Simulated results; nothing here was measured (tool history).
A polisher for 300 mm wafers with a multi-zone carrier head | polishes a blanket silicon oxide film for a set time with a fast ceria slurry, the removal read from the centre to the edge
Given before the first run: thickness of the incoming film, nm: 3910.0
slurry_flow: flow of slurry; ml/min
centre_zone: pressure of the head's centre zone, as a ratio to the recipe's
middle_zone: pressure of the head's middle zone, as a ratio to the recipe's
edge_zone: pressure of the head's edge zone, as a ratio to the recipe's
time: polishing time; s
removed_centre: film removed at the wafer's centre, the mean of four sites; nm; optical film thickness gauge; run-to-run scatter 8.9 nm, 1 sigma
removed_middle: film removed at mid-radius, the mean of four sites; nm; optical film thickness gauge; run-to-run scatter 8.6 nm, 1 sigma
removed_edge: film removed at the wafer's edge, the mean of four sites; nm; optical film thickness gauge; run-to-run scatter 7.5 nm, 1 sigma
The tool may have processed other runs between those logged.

run 1 hour=0 | slurry_flow=250 centre_zone=1 middle_zone=1 edge_zone=1 time=77 | removed_centre=909.71 removed_middle=917.76 removed_edge=918.59
run 2 hour=1.3 | slurry_flow=255 centre_zone=1.01 middle_zone=0.99 edge_zone=1.02 time=78 | removed_centre=943.05 removed_middle=913.75 removed_edge=930.5
run 3 hour=7.9 | slurry_flow=250 centre_zone=1.01 middle_zone=0.98 edge_zone=1.03 time=80 | removed_centre=949.6 removed_middle=943.03 removed_edge=960.58
run 4 hour=16 | slurry_flow=250 centre_zone=1.01 middle_zone=0.98 edge_zone=1.11 time=80 | removed_centre=955.47 removed_middle=938.85 removed_edge=985.11
run 5 hour=23.6 | slurry_flow=255 centre_zone=1.02 middle_zone=0.96 edge_zone=1.12 time=82 | removed_centre=998.57 removed_middle=935.14 removed_edge=1023.6
run 6 hour=29.2 | slurry_flow=255 centre_zone=1.02 middle_zone=1.02 edge_zone=1.12 time=82 | removed_centre=983.05 removed_middle=1004 removed_edge=1022.8
run 7 hour=31 | slurry_flow=260 centre_zone=1.02 middle_zone=1 edge_zone=1.13 time=83 | removed_centre=1011.4 removed_middle=999.57 removed_edge=1040.8
run 8 hour=32 | slurry_flow=265 centre_zone=1.02 middle_zone=0.99 edge_zone=1.14 time=84 | removed_centre=1006.1 removed_middle=991.04 removed_edge=1066.4
run 9 hour=40.3 | slurry_flow=275 centre_zone=1.03 middle_zone=0.98 edge_zone=1.15 time=85 | removed_centre=1054.4 removed_middle=994.04 removed_edge=1090.2
run 10 hour=42.8 | slurry_flow=325 centre_zone=1.06 middle_zone=0.88 edge_zone=1.19 time=93 | removed_centre=1205.2 removed_middle=1029.7 removed_edge=1217.2

Run 11 has not been measured yet. What should we expect?
run 11 hour=51 | slurry_flow=325 centre_zone=1.06 middle_zone=0.87 edge_zone=1.19 time=93 | removed_centre=? removed_middle=? removed_edge=?

{"run 11": {"removed_centre": 1203.6, "removed_middle": 993.38, "removed_edge": 1221.1}}

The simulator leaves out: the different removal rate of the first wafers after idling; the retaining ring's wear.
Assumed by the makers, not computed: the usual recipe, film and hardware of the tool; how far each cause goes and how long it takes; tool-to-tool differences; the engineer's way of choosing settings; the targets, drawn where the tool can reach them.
